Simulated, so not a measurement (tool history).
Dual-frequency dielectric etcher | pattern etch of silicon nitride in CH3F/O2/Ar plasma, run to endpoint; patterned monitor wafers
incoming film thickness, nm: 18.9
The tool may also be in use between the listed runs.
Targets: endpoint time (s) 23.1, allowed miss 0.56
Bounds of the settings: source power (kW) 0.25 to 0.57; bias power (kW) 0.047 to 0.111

run,day,source power (kW),bias power (kW),endpoint time (s)
1,0,0.41,0.079,25.855
2,0.275,0.41,0.066,27.166
3,0.367,0.41,0.075,26.35
4,0.671,0.44,0.077,25.467
5,1.012,0.44,0.066,26.643
6,1.312,0.4,0.066,27.343
7,1.588,0.48,0.082,24.19
8,1.692,0.49,0.083,24.364
9,1.971,0.5,0.085,23.866

5 next moves are on the table. One of them brings every result within its allowed miss. Which?
A,2.25,0.54,0.088,?
B,2.25,0.46,0.073,?
C,2.25,0.49,0.082,?
D,2.25,0.47,0.084,?
E,2.25,0.44,0.083,?

move,endpoint time (s)
A,23.089
B,25.682
C,24.341
D,24.506
E,25.127
A: meets every target
B: further off than the last run
C: further off than the last run
D: further off than the last run
E: further off than the last run
Move A is the one to make.

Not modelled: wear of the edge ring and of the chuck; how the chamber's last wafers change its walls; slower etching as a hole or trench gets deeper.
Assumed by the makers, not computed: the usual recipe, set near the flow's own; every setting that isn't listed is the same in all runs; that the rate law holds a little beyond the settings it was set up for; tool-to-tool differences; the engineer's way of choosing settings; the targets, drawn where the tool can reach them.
